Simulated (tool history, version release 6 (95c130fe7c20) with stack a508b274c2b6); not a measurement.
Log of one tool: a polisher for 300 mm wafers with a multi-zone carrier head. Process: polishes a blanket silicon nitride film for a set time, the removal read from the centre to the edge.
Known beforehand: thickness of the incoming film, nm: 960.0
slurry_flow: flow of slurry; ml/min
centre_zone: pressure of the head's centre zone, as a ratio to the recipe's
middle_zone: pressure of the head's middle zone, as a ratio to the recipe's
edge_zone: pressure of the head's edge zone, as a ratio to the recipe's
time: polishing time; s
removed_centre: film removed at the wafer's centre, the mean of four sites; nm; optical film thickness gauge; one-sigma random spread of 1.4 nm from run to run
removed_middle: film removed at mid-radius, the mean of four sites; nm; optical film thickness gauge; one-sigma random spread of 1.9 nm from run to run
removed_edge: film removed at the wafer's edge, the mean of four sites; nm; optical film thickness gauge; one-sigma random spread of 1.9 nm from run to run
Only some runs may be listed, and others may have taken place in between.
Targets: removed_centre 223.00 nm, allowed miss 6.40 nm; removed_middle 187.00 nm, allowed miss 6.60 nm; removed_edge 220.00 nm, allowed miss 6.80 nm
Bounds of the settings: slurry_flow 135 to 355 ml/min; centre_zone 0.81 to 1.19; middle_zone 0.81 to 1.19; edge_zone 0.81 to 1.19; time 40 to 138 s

| run | day | slurry_flow | centre_zone | middle_zone | edge_zone | time | removed_centre | removed_middle | removed_edge |
|---|---|---|---|---|---|---|---|---|---|
| 1 | 0.000 | 225 | 1.00 | 1.00 | 1.00 | 88 | 138.98 | 140.99 | 145.16 |
| 2 | 0.262 | 225 | 1.00 | 1.00 | 1.00 | 78 | 124.45 | 123.42 | 126.38 |
| 3 | 0.329 | 225 | 1.00 | 1.00 | 1.04 | 78 | 123.50 | 123.77 | 127.90 |
| 4 | 0.467 | 225 | 1.00 | 1.05 | 1.04 | 78 | 123.13 | 130.28 | 129.81 |
| 5 | 0.571 | 225 | 1.00 | 1.11 | 1.04 | 78 | 122.89 | 133.60 | 127.98 |
| 6 | 0.942 | 225 | 1.00 | 1.03 | 1.04 | 78 | 124.84 | 128.51 | 129.43 |
| 7 | 1.225 | 275 | 1.10 | 0.93 | 1.14 | 103 | 181.97 | 159.42 | 183.15 |
| 8 | 1.383 | 280 | 1.11 | 0.93 | 1.15 | 107 | 191.87 | 163.29 | 191.49 |
| 9 | 1.529 | 285 | 1.12 | 0.94 | 1.16 | 110 | 199.11 | 171.46 | 195.10 |
| 10 | 1.692 | 290 | 1.12 | 0.93 | 1.17 | 113 | 205.68 | 171.63 | 204.48 |

Of the 5 settings listed for the next run, only one would bring every result within its allowed miss of target. Which one?
| A | 1.854 | 235 | 1.15 | 1.10 | 1.05 | 116 | ? | ? | ? |
| B | 1.854 | 355 | 1.13 | 0.94 | 1.18 | 119 | ? | ? | ? |
| C | 1.854 | 295 | 1.11 | 0.93 | 1.19 | 103 | ? | ? | ? |
| D | 1.854 | 350 | 1.00 | 0.85 | 1.19 | 112 | ? | ? | ? |
| E | 1.854 | 200 | 0.94 | 1.04 | 1.17 | 124 | ? | ? | ? |

| move | removed_centre | removed_middle | removed_edge |
|---|---|---|---|
| A | 209.97 | 196.03 | 193.27 |
| B | 219.90 | 182.82 | 216.66 |
| C | 183.88 | 154.54 | 186.24 |
| D | 182.66 | 158.46 | 204.89 |
| E | 179.82 | 196.84 | 215.78 |
A: further off than the last run
B: hits every target within its allowed miss
C: further off than the last run
D: further off than the last run
E: further off than the last run
Go with B: it meets all targets.

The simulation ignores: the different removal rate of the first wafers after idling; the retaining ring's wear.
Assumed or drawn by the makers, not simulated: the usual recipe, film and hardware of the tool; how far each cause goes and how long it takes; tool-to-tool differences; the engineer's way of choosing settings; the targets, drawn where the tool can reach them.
